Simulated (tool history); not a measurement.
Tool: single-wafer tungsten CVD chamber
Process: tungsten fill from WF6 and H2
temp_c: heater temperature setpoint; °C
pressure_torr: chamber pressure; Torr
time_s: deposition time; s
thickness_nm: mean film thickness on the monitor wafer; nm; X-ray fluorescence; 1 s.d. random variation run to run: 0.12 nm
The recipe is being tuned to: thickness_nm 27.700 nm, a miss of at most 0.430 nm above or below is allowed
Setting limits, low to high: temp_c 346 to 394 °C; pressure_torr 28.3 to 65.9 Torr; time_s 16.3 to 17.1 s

Run 1, hour 0.0: temp_c 370 °C, pressure_torr 47.1 Torr, time_s 17.1 s. Result: thickness_nm 33.671 nm.
Run 2, hour 1.0: temp_c 367 °C, pressure_torr 47.0 Torr, time_s 17.1 s. Result: thickness_nm 31.575 nm.
Run 3, hour 6.8: temp_c 367 °C, pressure_torr 54.9 Torr, time_s 17.1 s. Result: thickness_nm 33.704 nm.
Run 4, hour 14.6: temp_c 367 °C, pressure_torr 54.9 Torr, time_s 17.1 s. Result: thickness_nm 33.275 nm.
Run 5, hour 17.9: temp_c 373 °C, pressure_torr 54.9 Torr, time_s 17.1 s. Result: thickness_nm 37.553 nm.
Run 6, hour 20.5: temp_c 373 °C, pressure_torr 58.7 Torr, time_s 17.1 s. Result: thickness_nm 38.417 nm.
Run 7, hour 24.4: temp_c 368 °C, pressure_torr 58.5 Torr, time_s 17.1 s. Result: thickness_nm 35.166 nm.
Run 8, hour 32.4: temp_c 365 °C, pressure_torr 58.4 Torr, time_s 17.1 s. Result: thickness_nm 32.616 nm.
Run 9, hour 34.2: temp_c 363 °C, pressure_torr 58.3 Torr, time_s 17.1 s. Result: thickness_nm 31.219 nm.
Run 10, hour 42.7: temp_c 361 °C, pressure_torr 58.2 Torr, time_s 17.1 s. Result: thickness_nm 30.188 nm.

Pick the move, out of 4, that brings all results within their allowed miss; only one does.
Run A, hour 51.2: temp_c 356 °C, pressure_torr 59.3 Torr, time_s 16.5 s. Result: thickness_nm ?.
Run B, hour 51.2: temp_c 360 °C, pressure_torr 48.2 Torr, time_s 17.1 s. Result: thickness_nm ?.
Run C, hour 51.2: temp_c 362 °C, pressure_torr 63.3 Torr, time_s 17.1 s. Result: thickness_nm ?.
Run D, hour 51.2: temp_c 361 °C, pressure_torr 55.3 Torr, time_s 16.5 s. Result: thickness_nm ?.

move  thickness_nm
   A        26.637
   B        27.946
   C        31.890
   D        28.803
A: takes the result that was furthest off past its target
B: in spec on every target
C: the biggest miss grows against the last run
D: an improvement on the last run, though not all results are within tolerance
B meets every target.
